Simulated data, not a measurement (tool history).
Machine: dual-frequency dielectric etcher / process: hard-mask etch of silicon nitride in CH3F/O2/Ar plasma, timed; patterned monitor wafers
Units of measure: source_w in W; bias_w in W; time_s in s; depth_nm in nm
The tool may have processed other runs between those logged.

{"run": 1, "day": 0.0, "source_w": 440, "bias_w": 56, "time_s": 100, "depth_nm": 68.717}
{"run": 2, "day": 0.367, "source_w": 440, "bias_w": 62, "time_s": 100, "depth_nm": 71.801}
{"run": 3, "day": 0.562, "source_w": 400, "bias_w": 57, "time_s": 99, "depth_nm": 66.185}
{"run": 4, "day": 0.717, "source_w": 440, "bias_w": 57, "time_s": 99, "depth_nm": 68.548}
{"run": 5, "day": 1.012, "source_w": 440, "bias_w": 63, "time_s": 99, "depth_nm": 71.696}
{"run": 6, "day": 1.15, "source_w": 400, "bias_w": 59, "time_s": 98, "depth_nm": 66.26}

Run 7 is up next; what results do you expect?
{"day": 1.521, "done": "bias power generator calibrated"}
{"run": 7, "day": 1.521, "source_w": 360, "bias_w": 57, "time_s": 97.5, "depth_nm": "?"}

{"run 7": {"depth_nm": 63.643}}

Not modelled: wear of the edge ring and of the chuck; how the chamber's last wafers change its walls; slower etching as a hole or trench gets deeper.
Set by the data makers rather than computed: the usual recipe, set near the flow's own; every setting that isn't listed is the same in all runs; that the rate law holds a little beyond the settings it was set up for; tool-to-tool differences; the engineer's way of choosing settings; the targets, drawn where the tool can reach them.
